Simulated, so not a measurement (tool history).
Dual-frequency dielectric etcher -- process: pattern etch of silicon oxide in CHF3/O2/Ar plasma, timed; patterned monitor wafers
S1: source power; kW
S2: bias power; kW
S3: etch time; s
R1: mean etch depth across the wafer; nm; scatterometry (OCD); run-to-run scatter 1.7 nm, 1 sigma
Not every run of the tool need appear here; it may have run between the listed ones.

{"run": 1, "hour": 0.0, "S1": 0.61, "S2": 0.163, "S3": 240.0, "R1": 510.97}
{"run": 2, "hour": 4.2, "S1": 0.61, "S2": 0.19, "S3": 240.0, "R1": 536.97}
{"run": 3, "hour": 10.0, "S1": 0.55, "S2": 0.19, "S3": 240.0, "R1": 515.04}
{"run": 4, "hour": 13.0, "S1": 0.55, "S2": 0.205, "S3": 240.0, "R1": 531.41}
{"run": 5, "hour": 20.6, "S1": 0.56, "S2": 0.205, "S3": 240.0, "R1": 533.35}
{"run": 6, "hour": 23.9, "S1": 0.56, "S2": 0.205, "S3": 218.5, "R1": 486.12}
{"run": 7, "hour": 31.4, "S1": 0.6, "S2": 0.207, "S3": 218.5, "R1": 501.02}

Estimate the outcome of run 8 from the log above:
{"run": 8, "hour": 35.8, "S1": 0.64, "S2": 0.209, "S3": 218.5, "R1": "?"}

Run 8 measured R1 517.10 nm.
